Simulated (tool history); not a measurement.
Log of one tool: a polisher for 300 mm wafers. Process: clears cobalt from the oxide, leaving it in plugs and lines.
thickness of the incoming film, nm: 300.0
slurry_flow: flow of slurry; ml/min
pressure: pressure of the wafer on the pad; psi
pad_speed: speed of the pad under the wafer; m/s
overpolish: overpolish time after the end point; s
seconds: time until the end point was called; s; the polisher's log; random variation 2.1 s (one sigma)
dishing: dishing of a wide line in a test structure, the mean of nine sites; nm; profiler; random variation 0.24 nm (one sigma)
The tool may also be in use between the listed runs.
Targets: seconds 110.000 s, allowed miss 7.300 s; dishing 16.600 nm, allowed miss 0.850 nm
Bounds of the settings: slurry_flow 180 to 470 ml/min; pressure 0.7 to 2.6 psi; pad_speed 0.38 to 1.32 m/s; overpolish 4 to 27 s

Run 1, hour 0.0: slurry_flow 300 ml/min, pressure 1.6 psi, pad_speed 0.84 m/s, overpolish 14 s. Result: seconds 77.292 s, dishing 37.458 nm.
Run 2, hour 8.7: slurry_flow 300 ml/min, pressure 1.5 psi, pad_speed 0.82 m/s, overpolish 12 s. Result: seconds 81.391 s, dishing 31.321 nm.
Run 3, hour 12.6: slurry_flow 335 ml/min, pressure 1.5 psi, pad_speed 0.82 m/s, overpolish 12 s. Result: seconds 84.860 s, dishing 31.946 nm.
Run 4, hour 19.6: slurry_flow 325 ml/min, pressure 1.4 psi, pad_speed 0.80 m/s, overpolish 11 s. Result: seconds 91.742 s, dishing 28.147 nm.
Run 5, hour 20.5: slurry_flow 380 ml/min, pressure 1.4 psi, pad_speed 0.80 m/s, overpolish 11 s. Result: seconds 89.648 s, dishing 27.761 nm.
Run 6, hour 22.9: slurry_flow 380 ml/min, pressure 1.3 psi, pad_speed 0.80 m/s, overpolish 10 s. Result: seconds 100.510 s, dishing 24.207 nm.
Run 7, hour 29.9: slurry_flow 380 ml/min, pressure 1.3 psi, pad_speed 0.80 m/s, overpolish 9 s. Result: seconds 99.165 s, dishing 22.713 nm.
Run 8, hour 38.5: slurry_flow 380 ml/min, pressure 1.1 psi, pad_speed 0.80 m/s, overpolish 4 s. Result: seconds 114.470 s, dishing 9.580 nm.
Run 9, hour 40.3: slurry_flow 390 ml/min, pressure 1.2 psi, pad_speed 0.78 m/s, overpolish 5 s. Result: seconds 107.420 s, dishing 12.446 nm.
Run 10, hour 45.5: slurry_flow 400 ml/min, pressure 1.2 psi, pad_speed 0.76 m/s, overpolish 5 s. Result: seconds 115.150 s, dishing 12.384 nm.
Run 11, hour 52.0: slurry_flow 410 ml/min, pressure 1.2 psi, pad_speed 0.76 m/s, overpolish 5 s. Result: seconds 110.160 s, dishing 11.959 nm.
Run 12, hour 54.6: slurry_flow 410 ml/min, pressure 1.2 psi, pad_speed 0.76 m/s, overpolish 6 s. Result: seconds 113.460 s, dishing 13.825 nm.
Run 13, hour 61.6: slurry_flow 415 ml/min, pressure 1.2 psi, pad_speed 0.76 m/s, overpolish 6 s. Result: seconds 113.310 s, dishing 14.485 nm.
Run 14, hour 68.1: slurry_flow 420 ml/min, pressure 1.2 psi, pad_speed 0.76 m/s, overpolish 6 s. Result: seconds 107.250 s, dishing 14.439 nm.
Run 15, hour 69.7: slurry_flow 425 ml/min, pressure 1.2 psi, pad_speed 0.76 m/s, overpolish 6 s. Result: seconds 111.780 s, dishing 14.612 nm.
Run 16, hour 73.9: slurry_flow 430 ml/min, pressure 1.2 psi, pad_speed 0.76 m/s, overpolish 6 s. Result: seconds 113.640 s, dishing 14.443 nm.
Run 17, hour 82.6: slurry_flow 435 ml/min, pressure 1.2 psi, pad_speed 0.76 m/s, overpolish 6 s. Result: seconds 106.990 s, dishing 14.221 nm.

4 next moves are on the table. One of them brings every result within its allowed miss. Which?
Run A, hour 91.3: slurry_flow 450 ml/min, pressure 1.1 psi, pad_speed 0.72 m/s, overpolish 9 s. Result: seconds ?, dishing ?.
Run B, hour 91.3: slurry_flow 410 ml/min, pressure 1.3 psi, pad_speed 0.72 m/s, overpolish 7 s. Result: seconds ?, dishing ?.
Run C, hour 91.3: slurry_flow 470 ml/min, pressure 0.9 psi, pad_speed 0.90 m/s, overpolish 8 s. Result: seconds ?, dishing ?.
Run D, hour 91.3: slurry_flow 445 ml/min, pressure 1.2 psi, pad_speed 0.70 m/s, overpolish 5 s. Result: seconds ?, dishing ?.

move  seconds  dishing
   A  129.980   18.048
   B  111.390   16.580
   C  126.430   16.690
   D  122.960   11.231
A: takes the result that was furthest off past its target
B: meets every target
C: brings the result that was furthest off to its target, and leaves another outside
D: further off than the last run
Move B is the one to make.
